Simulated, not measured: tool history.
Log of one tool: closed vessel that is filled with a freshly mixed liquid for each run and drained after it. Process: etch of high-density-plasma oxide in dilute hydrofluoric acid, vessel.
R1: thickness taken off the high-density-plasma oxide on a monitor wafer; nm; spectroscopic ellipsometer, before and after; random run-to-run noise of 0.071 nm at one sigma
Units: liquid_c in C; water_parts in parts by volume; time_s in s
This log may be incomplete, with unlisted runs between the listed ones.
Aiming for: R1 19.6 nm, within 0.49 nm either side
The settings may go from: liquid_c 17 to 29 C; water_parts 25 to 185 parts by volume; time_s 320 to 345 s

Run 1, hour 0: liquid_c 21 C, water_parts 105 parts by volume, time_s 320 s. Result: R1 12.782 nm.
Run 2, hour 3.1: liquid_c 21 C, water_parts 105 parts by volume, time_s 320 s. Result: R1 12.702 nm.
Run 3, hour 6.1: liquid_c 19 C, water_parts 105 parts by volume, time_s 320 s. Result: R1 11.707 nm.
Run 4, hour 10.4: liquid_c 20.5 C, water_parts 105 parts by volume, time_s 320 s. Result: R1 12.384 nm.
Run 5, hour 12: liquid_c 20.5 C, water_parts 85 parts by volume, time_s 320 s. Result: R1 15.645 nm.
Run 6, hour 19.8: liquid_c 21.5 C, water_parts 85 parts by volume, time_s 320 s. Result: R1 16.387 nm.
Run 7, hour 20.7: liquid_c 22 C, water_parts 85 parts by volume, time_s 320 s. Result: R1 16.611 nm.
Run 8, hour 29.7: liquid_c 22.5 C, water_parts 85 parts by volume, time_s 320 s. Result: R1 16.937 nm.
Run 9, hour 30.8: liquid_c 23 C, water_parts 85 parts by volume, time_s 320 s. Result: R1 17.459 nm.
Run 10, hour 38.8: liquid_c 23.5 C, water_parts 85 parts by volume, time_s 320 s. Result: R1 17.811 nm.

Exactly one of the 4 candidate moves below puts every result within its allowed miss. Which one?
Run A, hour 46.8: liquid_c 23.5 C, water_parts 75 parts by volume, time_s 320 s. Result: R1 ?.
Run B, hour 46.8: liquid_c 24.5 C, water_parts 80 parts by volume, time_s 320 s. Result: R1 ?.
Run C, hour 46.8: liquid_c 22 C, water_parts 70 parts by volume, time_s 320 s. Result: R1 ?.
Run D, hour 46.8: liquid_c 20.5 C, water_parts 70 parts by volume, time_s 345 s. Result: R1 ?.

move      R1
   A  20.317
   B  19.704
   C  20.602
   D  20.872
A: the result that was furthest off in the last run now lies on the other side of its target
B: all results land within tolerance of their targets
C: the result that was furthest off in the last run now lies on the other side of its target
D: the result that was furthest off in the last run now lies on the other side of its target
Correct choice: B, which meets every target
